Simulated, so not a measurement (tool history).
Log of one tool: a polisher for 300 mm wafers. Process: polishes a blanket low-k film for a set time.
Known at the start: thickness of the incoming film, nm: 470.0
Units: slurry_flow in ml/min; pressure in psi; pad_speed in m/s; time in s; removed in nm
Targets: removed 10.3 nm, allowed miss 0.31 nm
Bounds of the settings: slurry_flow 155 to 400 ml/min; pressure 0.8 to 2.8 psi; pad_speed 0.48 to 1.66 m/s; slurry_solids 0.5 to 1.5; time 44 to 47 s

| run | day | slurry_flow | pressure | pad_speed | slurry_solids | time | removed |
|---|---|---|---|---|---|---|---|
| 1 | 0 | 255 | 1.8 | 1.06 | 1 | 44 | 19.529 |
| 2 | 0.283 | 255 | 1.8 | 1.06 | 1 | 44 | 19.452 |
| 3 | 0.4 | 295 | 1.8 | 1.06 | 1 | 44 | 19.941 |
| 4 | 0.446 | 295 | 2 | 1.06 | 1 | 44 | 20.945 |
| 5 | 0.733 | 295 | 1.8 | 0.98 | 1 | 44 | 18.614 |
| 6 | 1.021 | 330 | 1.8 | 0.98 | 1 | 44 | 18.782 |
| 7 | 1.354 | 330 | 1.6 | 0.92 | 1 | 44 | 16.686 |
| 8 | 1.483 | 315 | 1.1 | 0.72 | 1 | 44 | 11.265 |
| 9 | 1.558 | 315 | 1.1 | 0.72 | 1 | 44 | 11.272 |
| 10 | 1.6 | 310 | 1.1 | 0.72 | 1 | 44 | 11.169 |
| 11 | 1.712 | 305 | 1.1 | 0.72 | 1 | 44 | 11.233 |
| 12 | 2.004 | 300 | 1 | 0.72 | 1 | 44 | 10.804 |

Which of these 4 next moves meets every target?
| A | 2.296 | 345 | 0.9 | 0.82 | 0.8 | 47 | ? |
| B | 2.296 | 315 | 0.8 | 0.86 | 1.05 | 44 | ? |
| C | 2.296 | 325 | 1.2 | 1.04 | 0.65 | 47 | ? |
| D | 2.296 | 330 | 1 | 0.64 | 1.1 | 47 | ? |

| move | removed |
|---|---|
| A | 10.222 |
| B | 11.594 |
| C | 11.181 |
| D | 11.114 |
A: meets every target
B: further off than the last run
C: further off than the last run
D: further off than the last run
Answer: A

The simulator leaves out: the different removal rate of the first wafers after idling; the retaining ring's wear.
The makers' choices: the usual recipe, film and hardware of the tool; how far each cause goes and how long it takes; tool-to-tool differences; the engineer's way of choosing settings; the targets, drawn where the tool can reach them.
